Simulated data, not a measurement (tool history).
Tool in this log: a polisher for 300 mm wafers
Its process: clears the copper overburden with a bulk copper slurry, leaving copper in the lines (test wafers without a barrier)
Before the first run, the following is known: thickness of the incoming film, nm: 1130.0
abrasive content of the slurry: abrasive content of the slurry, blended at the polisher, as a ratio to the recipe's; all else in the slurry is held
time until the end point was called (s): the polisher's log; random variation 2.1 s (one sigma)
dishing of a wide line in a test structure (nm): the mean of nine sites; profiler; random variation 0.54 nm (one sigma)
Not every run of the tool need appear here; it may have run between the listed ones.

| run | hour | flow of slurry (ml/min) | pressure of the wafer on the pad (psi) | speed of the pad under the wafer (cm/s) | abrasive content of the slurry | overpolish time after the end point (s) | time until the end point was called (s) | dishing of a wide line in a test structure (nm) |
|---|---|---|---|---|---|---|---|---|
| 1 | 0 | 235 | 2.2 | 128 | 1 | 16 | 129.88 | 63.37 |
| 2 | 8.4 | 235 | 2.2 | 128 | 1 | 22 | 127.57 | 71.482 |
| 3 | 16.8 | 235 | 1.8 | 128 | 1 | 22 | 149.85 | 65.863 |
| 4 | 25.6 | 235 | 1.8 | 132 | 1 | 19 | 141.2 | 63.451 |
| 5 | 34.2 | 235 | 1.8 | 136 | 1 | 16 | 135.43 | 59.728 |
| 6 | 40.4 | 235 | 1.8 | 138 | 1 | 14 | 135.99 | 56.954 |
| 7 | 46.4 | 235 | 1.8 | 142 | 1 | 12 | 132.66 | 51.745 |
| 8 | 49.3 | 235 | 1.8 | 144 | 1 | 11 | 127.99 | 48.408 |

Run 9, settings as shown, results not yet in. Your forecast:
| 9 | 51.7 | 235 | 1.9 | 146 | 1 | 10 | ? | ? |

Logged for run 9: time until the end point was called (s) 122.04, dishing of a wide line in a test structure (nm) 48.59.
